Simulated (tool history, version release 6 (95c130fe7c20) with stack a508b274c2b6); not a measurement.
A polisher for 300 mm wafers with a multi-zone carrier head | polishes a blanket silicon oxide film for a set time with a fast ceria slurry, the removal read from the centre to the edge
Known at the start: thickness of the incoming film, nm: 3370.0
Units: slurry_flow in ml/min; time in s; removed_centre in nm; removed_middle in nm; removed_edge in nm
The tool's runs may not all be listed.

{"run": 1, "hour": 0.0, "slurry_flow": 135, "centre_zone": 1.0, "middle_zone": 1.0, "edge_zone": 1.0, "time": 83, "removed_centre": 1285.0, "removed_middle": 1270.0, "removed_edge": 1269.5}
{"run": 2, "hour": 7.7, "slurry_flow": 140, "centre_zone": 1.0, "middle_zone": 1.02, "edge_zone": 1.01, "time": 84, "removed_centre": 1316.4, "removed_middle": 1304.9, "removed_edge": 1317.2}
{"run": 3, "hour": 10.3, "slurry_flow": 140, "centre_zone": 1.0, "middle_zone": 1.02, "edge_zone": 1.09, "time": 84, "removed_centre": 1318.0, "removed_middle": 1310.3, "removed_edge": 1336.1}
{"run": 4, "hour": 18.4, "slurry_flow": 140, "centre_zone": 0.95, "middle_zone": 1.02, "edge_zone": 1.09, "time": 84, "removed_centre": 1257.1, "removed_middle": 1295.3, "removed_edge": 1352.0}
{"run": 5, "hour": 19.6, "slurry_flow": 145, "centre_zone": 0.95, "middle_zone": 1.04, "edge_zone": 1.09, "time": 85, "removed_centre": 1271.9, "removed_middle": 1357.1, "removed_edge": 1384.7}
{"run": 6, "hour": 21.5, "slurry_flow": 145, "centre_zone": 0.95, "middle_zone": 1.04, "edge_zone": 1.16, "time": 85, "removed_centre": 1321.3, "removed_middle": 1351.2, "removed_edge": 1426.9}
{"run": 7, "hour": 28.6, "slurry_flow": 150, "centre_zone": 0.95, "middle_zone": 1.06, "edge_zone": 1.16, "time": 86, "removed_centre": 1353.4, "removed_middle": 1421.1, "removed_edge": 1447.3}
{"run": 8, "hour": 29.6, "slurry_flow": 155, "centre_zone": 0.95, "middle_zone": 1.07, "edge_zone": 1.16, "time": 87, "removed_centre": 1349.6, "removed_middle": 1448.5, "removed_edge": 1461.1}
{"run": 9, "hour": 30.3, "slurry_flow": 155, "centre_zone": 0.95, "middle_zone": 1.08, "edge_zone": 1.16, "time": 88, "removed_centre": 1369.8, "removed_middle": 1462.5, "removed_edge": 1477.8}
{"run": 10, "hour": 34.0, "slurry_flow": 160, "centre_zone": 0.95, "middle_zone": 1.09, "edge_zone": 1.16, "time": 89, "removed_centre": 1417.1, "removed_middle": 1534.6, "removed_edge": 1509.0}

Run 11 comes next. What will it give?
{"run": 11, "hour": 40.8, "slurry_flow": 195, "centre_zone": 0.92, "middle_zone": 1.16, "edge_zone": 1.19, "time": 95, "removed_centre": "?", "removed_middle": "?", "removed_edge": "?"}

removed_centre: 1514.3 nm
removed_middle: 1750.9 nm
removed_edge: 1661.4 nm

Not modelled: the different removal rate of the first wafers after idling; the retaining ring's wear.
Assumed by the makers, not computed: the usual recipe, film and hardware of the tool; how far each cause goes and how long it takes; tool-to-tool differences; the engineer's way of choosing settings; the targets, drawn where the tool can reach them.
